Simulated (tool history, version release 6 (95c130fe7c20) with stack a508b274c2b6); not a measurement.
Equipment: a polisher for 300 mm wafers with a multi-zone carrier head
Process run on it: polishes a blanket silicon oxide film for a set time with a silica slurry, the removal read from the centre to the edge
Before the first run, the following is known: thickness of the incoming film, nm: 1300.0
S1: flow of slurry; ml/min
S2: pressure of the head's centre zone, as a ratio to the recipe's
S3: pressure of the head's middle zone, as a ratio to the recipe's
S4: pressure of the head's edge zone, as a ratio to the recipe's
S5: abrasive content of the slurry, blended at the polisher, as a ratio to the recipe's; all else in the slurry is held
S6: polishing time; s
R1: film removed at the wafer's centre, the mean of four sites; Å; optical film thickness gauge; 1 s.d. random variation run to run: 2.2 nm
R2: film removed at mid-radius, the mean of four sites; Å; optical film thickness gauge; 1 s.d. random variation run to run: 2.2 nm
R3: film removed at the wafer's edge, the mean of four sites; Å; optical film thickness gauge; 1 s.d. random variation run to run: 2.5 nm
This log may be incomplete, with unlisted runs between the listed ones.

run,hour,S1,S2,S3,S4,S5,S6,R1,R2,R3
1,0.0,305,1.00,1.00,1.00,1.0,58,2773.8,2748.1,2740.0
2,3.8,300,0.97,0.98,0.98,0.9,58,2507.7,2498.8,2617.4
3,4.4,225,0.97,0.98,0.98,0.9,58,2385.9,2483.8,2457.9
4,11.1,215,0.95,0.97,0.96,0.9,58,2312.1,2433.6,2417.2
5,18.0,210,0.93,0.96,0.95,0.9,58,2254.4,2401.6,2409.4
6,26.0,205,0.92,0.95,0.94,0.9,58,2190.4,2363.3,2403.1

Predict the results of run 7:
7,26.6,200,0.91,0.95,0.93,0.9,58,?,?,?

R1: 2197.8 Å
R2: 2344.1 Å
R3: 2388.2 Å

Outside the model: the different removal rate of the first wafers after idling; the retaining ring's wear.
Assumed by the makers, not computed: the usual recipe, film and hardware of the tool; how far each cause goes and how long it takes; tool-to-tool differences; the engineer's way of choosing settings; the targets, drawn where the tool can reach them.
